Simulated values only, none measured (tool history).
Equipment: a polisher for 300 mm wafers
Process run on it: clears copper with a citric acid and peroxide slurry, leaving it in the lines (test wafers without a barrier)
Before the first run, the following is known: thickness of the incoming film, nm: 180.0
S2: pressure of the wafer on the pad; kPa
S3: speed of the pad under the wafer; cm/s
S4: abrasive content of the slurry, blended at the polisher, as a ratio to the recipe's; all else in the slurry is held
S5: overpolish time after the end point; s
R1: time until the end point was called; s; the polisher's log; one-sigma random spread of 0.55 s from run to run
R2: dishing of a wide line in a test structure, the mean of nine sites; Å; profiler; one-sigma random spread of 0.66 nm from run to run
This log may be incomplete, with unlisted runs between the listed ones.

{"run": 1, "hour": 0.0, "flow of slurry (ml/min)": 180, "S2": 24.8, "S3": 94, "S4": 1, "S5": 18, "R1": 66.126, "R2": 333.88}
{"run": 2, "hour": 4.9, "flow of slurry (ml/min)": 185, "S2": 25.5, "S3": 94, "S4": 1, "S5": 17, "R1": 63.546, "R2": 308.55}
{"run": 3, "hour": 6.4, "flow of slurry (ml/min)": 185, "S2": 25.5, "S3": 76, "S4": 1, "S5": 17, "R1": 74.798, "R2": 275.79}
{"run": 4, "hour": 7.8, "flow of slurry (ml/min)": 230, "S2": 25.5, "S3": 76, "S4": 1, "S5": 17, "R1": 71.444, "R2": 288.76}
{"run": 5, "hour": 15.9, "flow of slurry (ml/min)": 230, "S2": 31.7, "S3": 76, "S4": 1, "S5": 17, "R1": 58.025, "R2": 355.69}
{"run": 6, "hour": 18.7, "flow of slurry (ml/min)": 270, "S2": 31.7, "S3": 76, "S4": 1, "S5": 17, "R1": 56.658, "R2": 359.36}
{"run": 7, "hour": 20.2, "flow of slurry (ml/min)": 270, "S2": 32.4, "S3": 76, "S4": 1, "S5": 16, "R1": 56.709, "R2": 333.53}

Expected results for the next run?
{"run": 8, "hour": 27.9, "flow of slurry (ml/min)": 270, "S2": 33.1, "S3": 76, "S4": 1, "S5": 15, "R1": "?", "R2": "?"}

Run 8 came out at R1 55.356 s, R2 327.75 Å.
